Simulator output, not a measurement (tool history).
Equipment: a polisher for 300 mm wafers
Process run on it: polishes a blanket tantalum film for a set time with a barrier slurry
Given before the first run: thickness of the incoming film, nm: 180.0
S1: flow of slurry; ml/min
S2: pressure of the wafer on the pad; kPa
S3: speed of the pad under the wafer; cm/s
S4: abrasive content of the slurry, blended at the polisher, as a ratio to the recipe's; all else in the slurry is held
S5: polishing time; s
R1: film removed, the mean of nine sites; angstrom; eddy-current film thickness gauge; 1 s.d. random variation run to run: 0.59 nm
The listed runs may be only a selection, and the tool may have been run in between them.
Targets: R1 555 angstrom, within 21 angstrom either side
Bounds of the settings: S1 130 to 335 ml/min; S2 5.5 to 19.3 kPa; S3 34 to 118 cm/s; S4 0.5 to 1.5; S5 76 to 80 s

Run 1, day 0: S1 215 ml/min, S2 12.4 kPa, S3 76 cm/s, S4 1, S5 76 s. Result: R1 887.55 angstrom.
Run 2, day 0.162: S1 215 ml/min, S2 12.4 kPa, S3 76 cm/s, S4 1, S5 76 s. Result: R1 914.79 angstrom.
Run 3, day 0.212: S1 215 ml/min, S2 12.4 kPa, S3 76 cm/s, S4 1, S5 76 s. Result: R1 888.87 angstrom.
Run 4, day 0.379: S1 215 ml/min, S2 14.5 kPa, S3 76 cm/s, S4 1, S5 76 s. Result: R1 1013.9 angstrom.
Run 5, day 0.704: S1 215 ml/min, S2 13.1 kPa, S3 76 cm/s, S4 1, S5 76 s. Result: R1 938.45 angstrom.
Run 6, day 0.883: S1 215 ml/min, S2 11.7 kPa, S3 76 cm/s, S4 1, S5 76 s. Result: R1 831.53 angstrom.
Run 7, day 1.042: S1 215 ml/min, S2 11 kPa, S3 76 cm/s, S4 1, S5 76 s. Result: R1 798.26 angstrom.
Run 8, day 1.325: S1 215 ml/min, S2 10.3 kPa, S3 76 cm/s, S4 1, S5 76 s. Result: R1 759.38 angstrom.
Run 9, day 1.383: S1 215 ml/min, S2 9.7 kPa, S3 76 cm/s, S4 1, S5 76 s. Result: R1 697.57 angstrom.
Run 10, day 1.583: S1 215 ml/min, S2 9 kPa, S3 76 cm/s, S4 1, S5 76 s. Result: R1 642.92 angstrom.
Run 11, day 1.638: S1 215 ml/min, S2 8.3 kPa, S3 76 cm/s, S4 1, S5 76 s. Result: R1 607.61 angstrom.
Run 12, day 1.875: S1 215 ml/min, S2 8.3 kPa, S3 76 cm/s, S4 1, S5 76 s. Result: R1 608.75 angstrom.

Which of these 5 next moves meets every target?
Run A, day 2.112: S1 215 ml/min, S2 9.7 kPa, S3 70 cm/s, S4 1.1, S5 78 s. Result: R1 ?.
Run B, day 2.112: S1 210 ml/min, S2 8.3 kPa, S3 72 cm/s, S4 0.75, S5 76 s. Result: R1 ?.
Run C, day 2.112: S1 230 ml/min, S2 8.3 kPa, S3 78 cm/s, S4 0.95, S5 76 s. Result: R1 ?.
Run D, day 2.112: S1 195 ml/min, S2 7.6 kPa, S3 80 cm/s, S4 1.1, S5 80 s. Result: R1 ?.
Run E, day 2.112: S1 285 ml/min, S2 6.2 kPa, S3 90 cm/s, S4 0.95, S5 76 s. Result: R1 ?.

move      R1
   A  688.82
   B  518.38
   C  619.49
   D  629.51
   E  555.05
A: further off than the last run
B: the result that was furthest off in the last run now lies on the other side of its target
C: further off than the last run
D: further off than the last run
E: all results land within tolerance of their targets
The right move is E.
